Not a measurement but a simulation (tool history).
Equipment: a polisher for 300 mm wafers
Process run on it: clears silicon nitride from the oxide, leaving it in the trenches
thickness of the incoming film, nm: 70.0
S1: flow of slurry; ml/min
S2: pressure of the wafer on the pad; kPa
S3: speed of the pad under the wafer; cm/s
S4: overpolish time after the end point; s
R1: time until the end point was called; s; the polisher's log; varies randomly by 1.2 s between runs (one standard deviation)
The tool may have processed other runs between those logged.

run	day	S1	S2	S3	S4	R1
1	0.000	315	20.7	80	10	120.18
2	0.096	315	22.1	80	10	116.68
3	0.242	315	23.4	80	10	112.71
4	0.417	315	23.4	70	10	127.35
5	0.454	315	24.8	72	10	120.76
6	0.571	315	26.2	74	10	113.13
7	0.862	315	26.9	76	10	107.57

Forecast run 8:
8	0.996	315	27.6	76	10	?

{"run 8": {"R1": 106.45}}
